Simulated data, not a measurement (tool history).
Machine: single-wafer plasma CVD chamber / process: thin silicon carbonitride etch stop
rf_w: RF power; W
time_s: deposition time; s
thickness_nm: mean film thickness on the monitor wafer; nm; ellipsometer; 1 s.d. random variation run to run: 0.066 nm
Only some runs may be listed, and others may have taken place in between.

| run | hour | rf_w | time_s | thickness_nm |
|---|---|---|---|---|
| 1 | 0.0 | 255 | 24.4 | 14.191 |
| 2 | 7.4 | 275 | 24.4 | 14.602 |
| 3 | 16.1 | 275 | 22.7 | 13.618 |
| 4 | 21.8 | 290 | 22.7 | 13.900 |
| 5 | 23.2 | 285 | 22.6 | 13.774 |
| 6 | 23.7 | 270 | 22.6 | 13.571 |

Predict the results of run 7:
| 7 | 30.4 | 265 | 22.5 | ? |

{"run 7": {"thickness_nm": 13.424}}
